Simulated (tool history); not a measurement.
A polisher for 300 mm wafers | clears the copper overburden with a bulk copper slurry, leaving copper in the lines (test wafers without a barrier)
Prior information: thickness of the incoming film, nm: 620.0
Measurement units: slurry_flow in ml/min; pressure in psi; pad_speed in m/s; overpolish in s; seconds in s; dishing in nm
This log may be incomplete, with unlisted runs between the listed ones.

run 1 day=0.000 | slurry_flow=155 pressure=1.9 pad_speed=1.34 slurry_solids=1.00 overpolish=20 | seconds=94.249 dishing=40.485
run 2 day=0.325 | slurry_flow=155 pressure=1.9 pad_speed=1.66 slurry_solids=1.00 overpolish=20 | seconds=77.763 dishing=41.066
run 3 day=0.433 | slurry_flow=180 pressure=1.9 pad_speed=1.66 slurry_solids=1.00 overpolish=20 | seconds=77.254 dishing=42.098
run 4 day=0.608 | slurry_flow=180 pressure=1.9 pad_speed=1.66 slurry_solids=0.90 overpolish=20 | seconds=76.479 dishing=40.918
run 5 day=0.717 | slurry_flow=180 pressure=1.9 pad_speed=1.66 slurry_solids=0.90 overpolish=13 | seconds=78.142 dishing=37.292
run 6 day=1.054 | slurry_flow=180 pressure=1.9 pad_speed=1.66 slurry_solids=1.10 overpolish=13 | seconds=74.630 dishing=38.950
run 7 day=1.088 | slurry_flow=150 pressure=1.6 pad_speed=1.80 slurry_solids=0.90 overpolish=11 | seconds=89.390 dishing=32.246
run 8 day=1.383 | slurry_flow=130 pressure=1.5 pad_speed=1.90 slurry_solids=0.75 overpolish=9 | seconds=95.650 dishing=28.291
-- day=1.717 head pressure recalibrated
run 9 day=1.717 | slurry_flow=120 pressure=1.5 pad_speed=1.96 slurry_solids=0.65 overpolish=8 | seconds=89.654 dishing=28.381
run 10 day=1.967 | slurry_flow=110 pressure=1.4 pad_speed=2.00 slurry_solids=0.60 overpolish=7 | seconds=97.487 dishing=23.676
run 11 day=2.262 | slurry_flow=105 pressure=1.4 pad_speed=2.02 slurry_solids=0.55 overpolish=7 | seconds=99.420 dishing=23.918
run 12 day=2.479 | slurry_flow=125 pressure=0.9 pad_speed=2.08 slurry_solids=0.80 overpolish=6 | seconds=133.640 dishing=17.553
run 13 day=2.700 | slurry_flow=130 pressure=1.0 pad_speed=2.08 slurry_solids=0.90 overpolish=6 | seconds=115.290 dishing=19.089
run 14 day=2.850 | slurry_flow=130 pressure=1.1 pad_speed=2.08 slurry_solids=0.90 overpolish=6 | seconds=104.170 dishing=20.460

Expected results for the next run?
run 15 day=3.000 | slurry_flow=130 pressure=1.1 pad_speed=2.08 slurry_solids=0.90 overpolish=7 | seconds=? dishing=?

For run 15 the tool returned seconds 102.200 s, dishing 22.430 nm.

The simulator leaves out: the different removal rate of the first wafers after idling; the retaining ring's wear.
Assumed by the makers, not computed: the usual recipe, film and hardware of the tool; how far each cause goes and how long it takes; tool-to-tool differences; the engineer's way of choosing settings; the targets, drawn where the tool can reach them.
